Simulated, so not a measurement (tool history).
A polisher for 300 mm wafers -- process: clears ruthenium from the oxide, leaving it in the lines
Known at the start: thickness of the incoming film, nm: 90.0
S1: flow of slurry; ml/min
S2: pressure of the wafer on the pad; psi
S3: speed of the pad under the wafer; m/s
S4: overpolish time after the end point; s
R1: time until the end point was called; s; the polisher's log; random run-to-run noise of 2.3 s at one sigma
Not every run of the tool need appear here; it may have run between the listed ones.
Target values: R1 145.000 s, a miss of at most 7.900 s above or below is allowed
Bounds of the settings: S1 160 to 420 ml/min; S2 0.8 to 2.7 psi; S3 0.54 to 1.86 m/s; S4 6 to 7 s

run  hour   S1   S2    S3  S4       R1
  1   0.0  270  1.7  1.18   7   78.957
  2   4.6  270  1.5  1.16   7   89.257
  3   5.3  270  1.4  1.16   7   95.577
  4  10.6  270  1.3  1.14   7  103.250
  5  19.5  270  1.6  1.14   7   82.479
  6  24.5  295  1.6  1.14   7   82.941
     32.5  -- slurry nozzle cleaned
  7  32.5  290  1.4  1.12   7   89.600
  8  36.3  265  1.3  1.12   7  101.080
  9  39.3  255  1.2  1.10   7  107.340
 10  43.2  250  1.1  1.06   7  112.860
 11  45.3  245  1.0  1.00   7  130.150

Next run, 5 choices. One meets every target within its allowed miss, the rest don't. Which?
  A  47.4  240  1.1  1.08   7   ?
  B  47.4  220  1.0  0.66   6   ?
  C  47.4  295  1.1  0.54   6   ?
  D  47.4  210  0.9  1.22   6   ?
  E  47.4  185  1.0  0.88   7   ?

move       R1
   A  116.050
   B  162.250
   C  160.660
   D  127.060
   E  143.040
A: the biggest miss grows against the last run
B: takes the biggest miss from the last run beyond its target
C: takes the biggest miss from the last run beyond its target
D: the biggest miss grows against the last run
E: each result inside its tolerance
Move E is the one to make.
